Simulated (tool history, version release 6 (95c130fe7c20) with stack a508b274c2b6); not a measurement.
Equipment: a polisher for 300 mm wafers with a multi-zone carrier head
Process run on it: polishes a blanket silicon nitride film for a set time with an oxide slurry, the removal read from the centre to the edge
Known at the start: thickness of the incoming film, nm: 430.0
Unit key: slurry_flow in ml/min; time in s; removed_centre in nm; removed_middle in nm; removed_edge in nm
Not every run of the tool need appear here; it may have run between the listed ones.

Run 1, hour 0: slurry_flow 210 ml/min, centre_zone 1, middle_zone 1, edge_zone 1, slurry_solids 1, time 32 s. Result: removed_centre 26.009 nm, removed_middle 26.613 nm, removed_edge 27.665 nm.
Run 2, hour 8: slurry_flow 210 ml/min, centre_zone 1, middle_zone 1, edge_zone 1.04, slurry_solids 1, time 32 s. Result: removed_centre 25.771 nm, removed_middle 25.863 nm, removed_edge 27.912 nm.
Run 3, hour 9.2: slurry_flow 210 ml/min, centre_zone 1, middle_zone 0.99, edge_zone 1.03, slurry_solids 0.95, time 30 s. Result: removed_centre 23.675 nm, removed_middle 23.759 nm, removed_edge 25.609 nm.
Run 4, hour 15.5: slurry_flow 210 ml/min, centre_zone 0.91, middle_zone 0.99, edge_zone 1.03, slurry_solids 0.95, time 30 s. Result: removed_centre 21.448 nm, removed_middle 24.121 nm, removed_edge 25.709 nm.
Run 5, hour 22.4: slurry_flow 210 ml/min, centre_zone 0.91, middle_zone 0.99, edge_zone 1.08, slurry_solids 0.95, time 30 s. Result: removed_centre 21.342 nm, removed_middle 23.832 nm, removed_edge 26.482 nm.
Run 6, hour 26.7: slurry_flow 210 ml/min, centre_zone 0.91, middle_zone 0.99, edge_zone 1.05, slurry_solids 0.95, time 30 s. Result: removed_centre 21.841 nm, removed_middle 23.448 nm, removed_edge 25.639 nm.
Run 7, hour 27.3: slurry_flow 205 ml/min, centre_zone 0.91, middle_zone 0.97, edge_zone 1.03, slurry_solids 0.9, time 29 s. Result: removed_centre 19.662 nm, removed_middle 21.797 nm, removed_edge 23.471 nm.
Run 8, hour 32.2: slurry_flow 200 ml/min, centre_zone 0.93, middle_zone 0.95, edge_zone 1.02, slurry_solids 0.85, time 29 s. Result: removed_centre 19.719 nm, removed_middle 19.907 nm, removed_edge 22.335 nm.
Run 9, hour 41.1: slurry_flow 180 ml/min, centre_zone 0.9, middle_zone 0.92, edge_zone 0.92, slurry_solids 0.6, time 23 s. Result: removed_centre 9.8885 nm, removed_middle 10.34 nm, removed_edge 11.25 nm.

What does the tool deliver on the next run?
Run 10, hour 43.3: slurry_flow 195 ml/min, centre_zone 0.91, middle_zone 0.92, edge_zone 0.93, slurry_solids 0.6, time 23 s. Result: removed_centre ?, removed_middle ?, removed_edge ?.

Run 10 came out at removed_centre 10.049 nm, removed_middle 10.68 nm, removed_edge 11.241 nm.
